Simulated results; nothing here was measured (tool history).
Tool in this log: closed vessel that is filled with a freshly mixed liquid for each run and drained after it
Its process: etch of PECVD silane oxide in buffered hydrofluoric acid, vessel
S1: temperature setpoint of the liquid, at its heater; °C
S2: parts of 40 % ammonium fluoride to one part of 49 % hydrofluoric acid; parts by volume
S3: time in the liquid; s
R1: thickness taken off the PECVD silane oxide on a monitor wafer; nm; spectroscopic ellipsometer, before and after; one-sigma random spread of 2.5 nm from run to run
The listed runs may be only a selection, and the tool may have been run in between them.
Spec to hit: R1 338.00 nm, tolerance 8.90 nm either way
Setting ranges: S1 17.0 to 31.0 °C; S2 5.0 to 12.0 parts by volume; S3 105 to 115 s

run	hour	S1	S2	S3	R1
1	0.0	23.0	7.0	105	642.62
2	4.3	23.0	9.0	105	491.06
3	6.5	21.5	9.0	105	452.86
4	7.7	21.5	10.0	105	416.69
5	12.8	21.5	10.0	115	463.85
6	19.1	20.5	10.0	115	442.30
7	23.1	19.5	10.0	115	412.53
8	24.7	19.0	10.0	115	404.58
9	33.3	18.5	10.0	115	385.39
10	38.9	18.0	10.0	115	377.21
11	45.2	17.5	10.0	115	363.51
# hour 51.0: thermometer replaced
12	51.0	17.0	10.0	115	323.51

Which of these 4 next moves meets every target?
A	56.8	19.5	10.5	115	?
B	56.8	17.5	10.0	115	?
C	56.8	18.5	10.5	110	?
D	56.8	17.5	9.5	105	?

move	R1
A	354.58
B	332.06
C	320.57
D	313.16
A: moves the result that the last run missed by most past its target, out the other side
B: all results in spec
C: moves away from the targets compared with the last run
D: moves away from the targets compared with the last run
Correct choice: B, which meets every target
